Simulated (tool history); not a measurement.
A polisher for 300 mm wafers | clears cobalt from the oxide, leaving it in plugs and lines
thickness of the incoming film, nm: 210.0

| run | hour | flow of slurry (ml/min) | pressure of the wafer on the pad (kPa) | speed of the pad under the wafer (cm/s) | overpolish time after the end point (s) | time until the end point was called (s) | dishing of a wide line in a test structure (nm) |
|---|---|---|---|---|---|---|---|
| 1 | 0 | 210 | 12.4 | 84 | 8 | 43.322 | 25.72 |
| 2 | 6 | 210 | 14.5 | 84 | 8 | 37.219 | 26.887 |
| 3 | 13.2 | 210 | 14.5 | 80 | 7 | 39.938 | 24.927 |
| 4 | 16.3 | 200 | 13.8 | 80 | 6 | 42.098 | 21.424 |
| 5 | 24.9 | 200 | 13.8 | 80 | 5 | 41.8 | 18.679 |
| 6 | 30.7 | 200 | 13.1 | 80 | 5 | 43.38 | 18.356 |
| 7 | 35 | 200 | 12.4 | 80 | 5 | 44.894 | 17.679 |

The next listed run, before its measurement:
| 8 | 36.9 | 200 | 11.7 | 80 | 5 | ? | ? |

{"run 8": {"time until the end point was called (s)": 47.042, "dishing of a wide line in a test structure (nm)": 17.571}}

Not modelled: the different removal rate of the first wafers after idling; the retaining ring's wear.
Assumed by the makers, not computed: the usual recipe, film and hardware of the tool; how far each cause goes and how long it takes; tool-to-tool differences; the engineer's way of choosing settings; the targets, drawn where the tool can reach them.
